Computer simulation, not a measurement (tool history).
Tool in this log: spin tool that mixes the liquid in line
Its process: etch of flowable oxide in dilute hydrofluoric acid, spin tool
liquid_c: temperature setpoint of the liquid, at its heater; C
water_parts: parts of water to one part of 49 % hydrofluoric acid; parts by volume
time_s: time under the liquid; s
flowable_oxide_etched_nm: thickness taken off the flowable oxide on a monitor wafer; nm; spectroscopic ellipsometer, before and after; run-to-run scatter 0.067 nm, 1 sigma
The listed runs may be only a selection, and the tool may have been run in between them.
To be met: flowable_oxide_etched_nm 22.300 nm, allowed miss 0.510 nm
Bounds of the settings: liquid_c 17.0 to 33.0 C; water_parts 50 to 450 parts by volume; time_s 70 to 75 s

run,hour,liquid_c,water_parts,time_s,flowable_oxide_etched_nm
1,0.0,25.0,250,70,15.617
2,3.9,27.0,245,70,17.204
3,5.7,27.0,245,70,17.165
4,10.2,28.5,240,70,18.616
5,19.0,30.5,240,70,19.814
6,21.2,30.5,330,70,13.043
7,23.6,31.0,305,70,14.687
8,27.4,31.5,285,70,16.446
9,30.2,32.0,270,70,17.826
10,33.6,32.0,260,70,18.721

Exercise: of the 4 proposed moves below, exactly one satisfies all targets within the stated allowed misses. Which move is it?
A,37.0,30.0,230,75,?
B,37.0,32.5,305,70,?
C,37.0,32.0,250,75,?
D,37.0,32.5,240,70,?

move,flowable_oxide_etched_nm
A,22.098
B,15.455
C,21.211
D,21.217
A: meets every target
B: moves away from the targets compared with the last run
C: nearer the targets than the last run, but a result is still out of spec
D: nearer the targets than the last run, but a result is still out of spec
A is the move that brings every result within its allowed miss.
